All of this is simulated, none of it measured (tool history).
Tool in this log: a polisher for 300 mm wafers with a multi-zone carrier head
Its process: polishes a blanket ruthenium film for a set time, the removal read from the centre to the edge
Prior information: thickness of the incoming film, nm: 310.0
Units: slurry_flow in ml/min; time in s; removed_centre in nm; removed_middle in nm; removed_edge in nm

{"run": 1, "hour": 0.0, "slurry_flow": 150, "centre_zone": 1.0, "middle_zone": 1.0, "edge_zone": 1.0, "time": 82, "removed_centre": 95.504, "removed_middle": 99.66, "removed_edge": 99.646}
{"run": 2, "hour": 7.5, "slurry_flow": 165, "centre_zone": 1.01, "middle_zone": 1.06, "edge_zone": 1.02, "time": 89, "removed_centre": 106.65, "removed_middle": 114.08, "removed_edge": 111.77}
{"run": 3, "hour": 15.3, "slurry_flow": 165, "centre_zone": 1.01, "middle_zone": 1.06, "edge_zone": 0.95, "time": 89, "removed_centre": 108.1, "removed_middle": 114.38, "removed_edge": 106.22}
{"run": 4, "hour": 20.4, "slurry_flow": 165, "centre_zone": 1.09, "middle_zone": 1.06, "edge_zone": 0.95, "time": 89, "removed_centre": 114.13, "removed_middle": 117.12, "removed_edge": 108.03}
{"run": 5, "hour": 21.1, "slurry_flow": 165, "centre_zone": 1.09, "middle_zone": 1.06, "edge_zone": 0.95, "time": 79, "removed_centre": 101.91, "removed_middle": 99.984, "removed_edge": 94.304}
{"run": 6, "hour": 26.4, "slurry_flow": 165, "centre_zone": 1.07, "middle_zone": 1.1, "edge_zone": 0.96, "time": 89, "removed_centre": 112.96, "removed_middle": 117.67, "removed_edge": 108.01}
{"run": 7, "hour": 32.2, "slurry_flow": 175, "centre_zone": 1.04, "middle_zone": 1.13, "edge_zone": 0.96, "time": 96, "removed_centre": 121.78, "removed_middle": 129.19, "removed_edge": 115.16}
{"run": 8, "hour": 36.9, "slurry_flow": 170, "centre_zone": 1.01, "middle_zone": 1.15, "edge_zone": 0.96, "time": 103, "removed_centre": 126.87, "removed_middle": 139.15, "removed_edge": 124.71}
{"run": 9, "hour": 43.2, "slurry_flow": 185, "centre_zone": 0.97, "middle_zone": 1.16, "edge_zone": 0.96, "time": 106, "removed_centre": 125.76, "removed_middle": 146.57, "removed_edge": 127.32}
{"run": 10, "hour": 45.1, "slurry_flow": 195, "centre_zone": 0.97, "middle_zone": 1.17, "edge_zone": 0.97, "time": 108, "removed_centre": 132.27, "removed_middle": 153.56, "removed_edge": 132.94}
{"run": 11, "hour": 47.2, "slurry_flow": 205, "centre_zone": 0.96, "middle_zone": 1.18, "edge_zone": 0.98, "time": 109, "removed_centre": 131.75, "removed_middle": 155.48, "removed_edge": 137.43}

The next listed run, before its measurement:
{"run": 12, "hour": 48.8, "slurry_flow": 205, "centre_zone": 0.96, "middle_zone": 1.18, "edge_zone": 0.97, "time": 110, "removed_centre": "?", "removed_middle": "?", "removed_edge": "?"}

Run 12 measured removed_centre 133.490 nm, removed_middle 155.510 nm, removed_edge 134.110 nm.
